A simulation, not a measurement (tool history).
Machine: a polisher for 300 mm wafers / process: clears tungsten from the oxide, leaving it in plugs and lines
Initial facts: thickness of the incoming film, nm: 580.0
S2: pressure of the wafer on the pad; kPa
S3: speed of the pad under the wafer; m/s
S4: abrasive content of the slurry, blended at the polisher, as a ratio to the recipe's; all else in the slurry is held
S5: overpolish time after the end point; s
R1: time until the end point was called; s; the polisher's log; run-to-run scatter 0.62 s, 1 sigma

{"run": 1, "hour": 0.0, "flow of slurry (ml/min)": 230, "S2": 25.5, "S3": 1.3, "S4": 1.0, "S5": 6, "R1": 92.707}
{"run": 2, "hour": 6.9, "flow of slurry (ml/min)": 230, "S2": 28.3, "S3": 1.3, "S4": 1.0, "S5": 6, "R1": 83.076}
{"run": 3, "hour": 14.2, "flow of slurry (ml/min)": 230, "S2": 31.0, "S3": 1.3, "S4": 1.0, "S5": 6, "R1": 76.91}
{"run": 4, "hour": 15.7, "flow of slurry (ml/min)": 230, "S2": 33.1, "S3": 1.32, "S4": 1.0, "S5": 6, "R1": 69.995}
{"run": 5, "hour": 20.6, "flow of slurry (ml/min)": 230, "S2": 33.1, "S3": 1.32, "S4": 1.0, "S5": 4, "R1": 70.317}
{"run": 6, "hour": 22.2, "flow of slurry (ml/min)": 275, "S2": 33.1, "S3": 1.32, "S4": 1.0, "S5": 4, "R1": 69.71}

Run 7 has not been measured yet. What should we expect?
{"run": 7, "hour": 26.7, "flow of slurry (ml/min)": 275, "S2": 40.0, "S3": 1.34, "S4": 1.0, "S5": 4, "R1": "?"}

Run 7 gave R1 55.841 s.
